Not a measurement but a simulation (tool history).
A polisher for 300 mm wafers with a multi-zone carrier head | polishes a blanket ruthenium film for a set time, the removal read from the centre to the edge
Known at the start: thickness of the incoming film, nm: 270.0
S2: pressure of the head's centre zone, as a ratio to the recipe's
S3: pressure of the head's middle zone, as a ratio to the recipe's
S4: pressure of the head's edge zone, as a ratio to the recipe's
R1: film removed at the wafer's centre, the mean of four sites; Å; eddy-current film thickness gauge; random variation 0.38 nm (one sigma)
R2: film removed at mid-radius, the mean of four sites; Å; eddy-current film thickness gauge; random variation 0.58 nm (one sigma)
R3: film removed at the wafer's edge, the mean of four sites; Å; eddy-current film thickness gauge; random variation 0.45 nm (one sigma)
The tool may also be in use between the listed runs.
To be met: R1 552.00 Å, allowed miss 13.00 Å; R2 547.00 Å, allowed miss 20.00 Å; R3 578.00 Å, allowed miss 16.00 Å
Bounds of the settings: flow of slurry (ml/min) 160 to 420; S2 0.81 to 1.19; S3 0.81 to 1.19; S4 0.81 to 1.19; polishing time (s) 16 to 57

Run 1, hour 0.0: flow of slurry (ml/min) 270, S2 1.00, S3 1.00, S4 1.00, polishing time (s) 36. Result: R1 455.80 Å, R2 460.01 Å, R3 447.56 Å.
Run 2, hour 7.7: flow of slurry (ml/min) 270, S2 1.00, S3 1.04, S4 1.00, polishing time (s) 36. Result: R1 458.28 Å, R2 471.57 Å, R3 451.98 Å.
Run 3, hour 15.8: flow of slurry (ml/min) 270, S2 1.04, S3 1.04, S4 1.00, polishing time (s) 36. Result: R1 469.68 Å, R2 474.88 Å, R3 445.92 Å.
Run 4, hour 16.4: flow of slurry (ml/min) 270, S2 1.04, S3 1.04, S4 0.92, polishing time (s) 36. Result: R1 481.87 Å, R2 471.09 Å, R3 431.34 Å.
Run 5, hour 22.4: flow of slurry (ml/min) 270, S2 1.04, S3 0.98, S4 0.92, polishing time (s) 36. Result: R1 479.34 Å, R2 449.09 Å, R3 429.32 Å.
Run 6, hour 29.6: flow of slurry (ml/min) 270, S2 1.04, S3 1.04, S4 0.92, polishing time (s) 36. Result: R1 469.50 Å, R2 461.05 Å, R3 437.74 Å.
Run 7, hour 34.4: flow of slurry (ml/min) 250, S2 1.00, S3 0.97, S4 0.99, polishing time (s) 39. Result: R1 493.22 Å, R2 478.34 Å, R3 487.98 Å.
Run 8, hour 39.1: flow of slurry (ml/min) 250, S2 1.00, S3 0.97, S4 0.99, polishing time (s) 39. Result: R1 490.77 Å, R2 477.98 Å, R3 489.76 Å.
Run 9, hour 42.7: flow of slurry (ml/min) 255, S2 1.01, S3 0.97, S4 1.03, polishing time (s) 40. Result: R1 506.19 Å, R2 480.30 Å, R3 503.31 Å.
Run 10, hour 46.6: flow of slurry (ml/min) 260, S2 1.01, S3 0.99, S4 1.06, polishing time (s) 41. Result: R1 524.87 Å, R2 514.03 Å, R3 535.65 Å.
Run 11, hour 51.4: flow of slurry (ml/min) 335, S2 1.03, S3 1.01, S4 1.14, polishing time (s) 41. Result: R1 545.16 Å, R2 531.67 Å, R3 553.72 Å.
Run 12, hour 56.2: flow of slurry (ml/min) 335, S2 1.03, S3 1.01, S4 1.15, polishing time (s) 41. Result: R1 553.46 Å, R2 530.45 Å, R3 555.10 Å.
Run 13, hour 61.9: flow of slurry (ml/min) 330, S2 1.02, S3 1.01, S4 1.16, polishing time (s) 41. Result: R1 545.51 Å, R2 538.94 Å, R3 549.93 Å.

Which of these 5 next moves meets every target?
Run A, hour 67.6: flow of slurry (ml/min) 360, S2 1.15, S3 1.17, S4 1.12, polishing time (s) 40. Result: R1 ?, R2 ?, R3 ?.
Run B, hour 67.6: flow of slurry (ml/min) 355, S2 1.01, S3 1.01, S4 1.19, polishing time (s) 42. Result: R1 ?, R2 ?, R3 ?.
Run C, hour 67.6: flow of slurry (ml/min) 345, S2 1.11, S3 1.02, S4 1.18, polishing time (s) 42. Result: R1 ?, R2 ?, R3 ?.
Run D, hour 67.6: flow of slurry (ml/min) 320, S2 0.98, S3 1.12, S4 1.06, polishing time (s) 41. Result: R1 ?, R2 ?, R3 ?.
Run E, hour 67.6: flow of slurry (ml/min) 290, S2 1.00, S3 1.13, S4 1.16, polishing time (s) 43. Result: R1 ?, R2 ?, R3 ?.

move      R1      R2      R3
   A  589.87  593.88  538.99
   B  558.05  556.12  584.57
   C  599.20  558.68  580.80
   D  527.06  582.46  533.28
   E  555.24  608.79  580.93
A: further off than the last run
B: meets every target
C: brings the result that was furthest off to its target, and leaves another outside
D: further off than the last run
E: brings the result that was furthest off to its target, and leaves another outside
Move B is the one to make.
